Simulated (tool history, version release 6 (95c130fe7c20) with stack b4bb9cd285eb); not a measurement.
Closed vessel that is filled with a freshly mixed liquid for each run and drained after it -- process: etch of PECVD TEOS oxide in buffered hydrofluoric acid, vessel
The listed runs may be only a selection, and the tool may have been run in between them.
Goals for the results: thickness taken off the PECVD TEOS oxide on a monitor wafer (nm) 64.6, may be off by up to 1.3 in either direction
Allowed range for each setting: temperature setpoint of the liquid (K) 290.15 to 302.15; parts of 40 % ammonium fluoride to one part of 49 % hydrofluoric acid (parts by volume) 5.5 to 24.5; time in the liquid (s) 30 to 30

run    day  temperature setpoint of the liquid (K)  parts of 40 % ammonium fluoride to one part of 49 % hydrofluoric acid (parts by volume)  time in the liquid (s)  thickness taken off the PECVD TEOS oxide on a monitor wafer (nm)
  1      0                                  294.15                                                                                       15                      30                                                            36.248
  2  0.054                                  294.15                                                                                       15                      30                                                            36.451
  3  0.379                                  297.15                                                                                       15                      30                                                            42.438
  4  0.454                                  297.15                                                                                       11                      30                                                            57.774
  5  0.817                                  300.65                                                                                       11                      30                                                            69.994
  6  0.971                                  300.65                                                                                        8                      30                                                            92.675
  7  1.317                                  296.65                                                                                        8                      30                                                            75.277
  8  1.379                                  296.15                                                                                        8                      30                                                            73.658
  9  1.488                                  295.65                                                                                        8                      30                                                             71.33
 10  1.767                                  294.65                                                                                        8                      30                                                             67.01

Consider the 5 candidate settings below. Which is the only one whose results all fall within their allowed miss of target?
  A  2.046                                  292.15                                                                                        7                      30                                                                 ?
  B  2.046                                  291.15                                                                                      6.5                      30                                                                 ?
  C  2.046                                  295.15                                                                                      8.5                      30                                                                 ?
  D  2.046                                  292.15                                                                                      7.5                      30                                                                 ?
  E  2.046                                  292.65                                                                                        7                      30                                                                 ?

move  thickness taken off the PECVD TEOS oxide on a monitor wafer (nm)
   A                                                            67.187
   B                                                            67.722
   C                                                            64.371
   D                                                            62.362
   E                                                            69.102
A: misses by more than the last run did
B: misses by more than the last run did
C: each result inside its tolerance
D: pushes the last run's worst result past its target
E: misses by more than the last run did
Move C is the one to make.
